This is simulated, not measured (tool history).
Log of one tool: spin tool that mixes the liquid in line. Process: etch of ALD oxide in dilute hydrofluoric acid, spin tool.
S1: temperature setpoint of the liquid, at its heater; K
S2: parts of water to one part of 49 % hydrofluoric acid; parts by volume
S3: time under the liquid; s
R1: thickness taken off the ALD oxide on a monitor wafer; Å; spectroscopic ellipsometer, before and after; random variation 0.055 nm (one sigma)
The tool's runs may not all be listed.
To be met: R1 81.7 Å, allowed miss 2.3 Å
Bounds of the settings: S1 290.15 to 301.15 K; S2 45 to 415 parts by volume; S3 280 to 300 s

| run | hour | S1 | S2 | S3 | R1 |
|---|---|---|---|---|---|
| 1 | 0 | 293.15 | 230 | 280 | 108.14 |
| 2 | 3.3 | 293.15 | 305 | 280 | 76.683 |
| 3 | 7.7 | 293.15 | 305 | 280 | 76.255 |
| 4 | 13.9 | 293.65 | 305 | 280 | 76.921 |
| 5 | 22.2 | 292.15 | 305 | 280 | 73.643 |
| 6 | 29.1 | 292.65 | 305 | 280 | 73.602 |
| 7 | 33.6 | 293.15 | 305 | 280 | 76.306 |
| 8 | 41.5 | 293.65 | 305 | 280 | 77.026 |
| 9 | 47.3 | 294.15 | 305 | 280 | 78.512 |

4 next moves are on the table. One of them brings every result within its allowed miss. Which?
| A | 53.1 | 293.15 | 315 | 290 | ? |
| B | 53.1 | 293.15 | 305 | 280 | ? |
| C | 53.1 | 297.65 | 335 | 290 | ? |
| D | 53.1 | 294.65 | 330 | 300 | ? |

| move | R1 |
|---|---|
| A | 75.629 |
| B | 76.086 |
| C | 81.736 |
| D | 77.747 |
A: further off than the last run
B: further off than the last run
C: meets every target
D: further off than the last run
Answer: C

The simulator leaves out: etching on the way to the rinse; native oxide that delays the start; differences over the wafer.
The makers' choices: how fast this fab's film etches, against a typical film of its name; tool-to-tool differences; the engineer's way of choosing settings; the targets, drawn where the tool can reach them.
